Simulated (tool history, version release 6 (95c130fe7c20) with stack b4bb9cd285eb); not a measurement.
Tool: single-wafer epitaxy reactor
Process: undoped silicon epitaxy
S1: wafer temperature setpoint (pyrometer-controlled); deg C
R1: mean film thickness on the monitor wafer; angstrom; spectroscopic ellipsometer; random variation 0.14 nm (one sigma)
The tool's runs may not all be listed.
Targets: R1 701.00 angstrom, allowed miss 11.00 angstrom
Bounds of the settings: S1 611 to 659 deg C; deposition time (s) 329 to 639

Run 1, hour 0.0: S1 635 deg C, deposition time (s) 484. Result: R1 530.40 angstrom.
Run 2, hour 4.5: S1 644 deg C, deposition time (s) 484. Result: R1 669.46 angstrom.
Run 3, hour 5.7: S1 645 deg C, deposition time (s) 484. Result: R1 686.86 angstrom.
Run 4, hour 9.4: S1 645 deg C, deposition time (s) 428. Result: R1 606.88 angstrom.
Run 5, hour 14.0: S1 647 deg C, deposition time (s) 428. Result: R1 639.15 angstrom.
Run 6, hour 18.1: S1 647 deg C, deposition time (s) 362. Result: R1 540.25 angstrom.
Run 7, hour 25.4: S1 650 deg C, deposition time (s) 362. Result: R1 585.20 angstrom.
Run 8, hour 30.2: S1 652 deg C, deposition time (s) 362. Result: R1 612.33 angstrom.
Run 9, hour 38.1: S1 659 deg C, deposition time (s) 363. Result: R1 729.40 angstrom.
Run 10, hour 46.4: S1 658 deg C, deposition time (s) 363. Result: R1 712.68 angstrom.

Which of these 4 next moves meets every target?
Run A, hour 54.7: S1 657 deg C, deposition time (s) 378. Result: R1 ?.
Run B, hour 54.7: S1 653 deg C, deposition time (s) 402. Result: R1 ?.
Run C, hour 54.7: S1 659 deg C, deposition time (s) 357. Result: R1 ?.
Run D, hour 54.7: S1 652 deg C, deposition time (s) 431. Result: R1 ?.

move      R1
   A  725.08
   B  698.43
   C  719.29
   D  730.39
A: further off than the last run
B: meets every target
C: further off than the last run
D: further off than the last run
Answer: B

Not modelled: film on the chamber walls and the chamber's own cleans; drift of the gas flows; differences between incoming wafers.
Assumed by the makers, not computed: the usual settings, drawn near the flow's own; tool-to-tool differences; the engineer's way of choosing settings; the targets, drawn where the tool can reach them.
